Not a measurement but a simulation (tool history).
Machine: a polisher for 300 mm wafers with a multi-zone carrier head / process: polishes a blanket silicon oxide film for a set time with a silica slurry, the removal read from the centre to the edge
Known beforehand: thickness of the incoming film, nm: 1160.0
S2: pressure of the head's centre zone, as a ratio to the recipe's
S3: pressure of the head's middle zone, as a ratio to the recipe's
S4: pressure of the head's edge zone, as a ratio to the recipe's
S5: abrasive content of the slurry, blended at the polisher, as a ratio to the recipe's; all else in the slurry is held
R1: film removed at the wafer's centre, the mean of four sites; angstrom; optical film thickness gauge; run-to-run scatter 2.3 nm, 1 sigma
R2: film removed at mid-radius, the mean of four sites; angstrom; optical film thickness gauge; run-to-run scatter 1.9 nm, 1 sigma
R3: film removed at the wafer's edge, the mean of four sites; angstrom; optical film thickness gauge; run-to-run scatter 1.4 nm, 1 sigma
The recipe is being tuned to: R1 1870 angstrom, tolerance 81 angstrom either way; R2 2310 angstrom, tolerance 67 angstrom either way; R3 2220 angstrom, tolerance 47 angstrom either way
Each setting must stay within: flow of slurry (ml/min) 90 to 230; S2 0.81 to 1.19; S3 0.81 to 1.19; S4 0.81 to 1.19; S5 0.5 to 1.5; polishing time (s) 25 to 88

{"run": 1, "hour": 0.0, "flow of slurry (ml/min)": 150, "S2": 1, "S3": 1, "S4": 1, "S5": 1, "polishing time (s)": 56, "R1": 2584.7, "R2": 2497.5, "R3": 2530.7}
{"run": 2, "hour": 7.6, "flow of slurry (ml/min)": 150, "S2": 1, "S3": 0.91, "S4": 1, "S5": 1, "polishing time (s)": 56, "R1": 2443.9, "R2": 2340.7, "R3": 2519.3}
{"run": 3, "hour": 13.7, "flow of slurry (ml/min)": 150, "S2": 0.95, "S3": 0.91, "S4": 1, "S5": 1, "polishing time (s)": 56, "R1": 2384.8, "R2": 2347.7, "R3": 2511.2}
{"run": 4, "hour": 22.7, "flow of slurry (ml/min)": 165, "S2": 0.95, "S3": 0.91, "S4": 1, "S5": 1, "polishing time (s)": 56, "R1": 2448.7, "R2": 2381.2, "R3": 2561.6}
{"run": 5, "hour": 26.7, "flow of slurry (ml/min)": 155, "S2": 0.93, "S3": 0.93, "S4": 1, "S5": 1, "polishing time (s)": 56, "R1": 2361.4, "R2": 2379.9, "R3": 2511.9}
{"run": 6, "hour": 27.3, "flow of slurry (ml/min)": 155, "S2": 0.93, "S3": 1, "S4": 1, "S5": 1, "polishing time (s)": 56, "R1": 2380.4, "R2": 2539.5, "R3": 2518.8}
{"run": 7, "hour": 31.6, "flow of slurry (ml/min)": 150, "S2": 0.92, "S3": 1, "S4": 0.99, "S5": 1, "polishing time (s)": 56, "R1": 2331.5, "R2": 2584.6, "R3": 2504.7}
{"run": 8, "hour": 35.5, "flow of slurry (ml/min)": 145, "S2": 0.91, "S3": 0.99, "S4": 0.98, "S5": 1, "polishing time (s)": 56, "R1": 2295.9, "R2": 2553.1, "R3": 2483.7}

Which single option among these 5 for the next run brings every result within its allowed miss of target? Just one does.
{"run": "A", "hour": 39.4, "flow of slurry (ml/min)": 145, "S2": 0.83, "S3": 1.01, "S4": 0.96, "S5": 1.1, "polishing time (s)": 49, "R1": "?", "R2": "?", "R3": "?"}
{"run": "B", "hour": 39.4, "flow of slurry (ml/min)": 140, "S2": 0.88, "S3": 1.17, "S4": 1.01, "S5": 0.55, "polishing time (s)": 59, "R1": "?", "R2": "?", "R3": "?"}
{"run": "C", "hour": 39.4, "flow of slurry (ml/min)": 170, "S2": 0.95, "S3": 1, "S4": 1.07, "S5": 1.05, "polishing time (s)": 59, "R1": "?", "R2": "?", "R3": "?"}
{"run": "D", "hour": 39.4, "flow of slurry (ml/min)": 135, "S2": 0.91, "S3": 0.97, "S4": 0.97, "S5": 1.1, "polishing time (s)": 51, "R1": "?", "R2": "?", "R3": "?"}
{"run": "E", "hour": 39.4, "flow of slurry (ml/min)": 140, "S2": 0.86, "S3": 1.03, "S4": 0.88, "S5": 1.1, "polishing time (s)": 51, "R1": "?", "R2": "?", "R3": "?"}

move=A R1=1888.5 R2=2295.4 R3=2221.5
move=B R1=1864.3 R2=2420.3 R3=2115.6
move=C R1=2624 R2=2751 R3=2816.8
move=D R1=2132.7 R2=2285.8 R3=2308.7
move=E R1=2026.7 R2=2417.5 R3=2212.7
A: every result within its allowed miss
B: takes the biggest miss from the last run beyond its target
C: the biggest miss grows against the last run
D: moves toward the targets from the last run without getting all of them in spec
E: corrects the largest miss of the last run, while another result sits out of spec
Correct choice: A, which meets every target
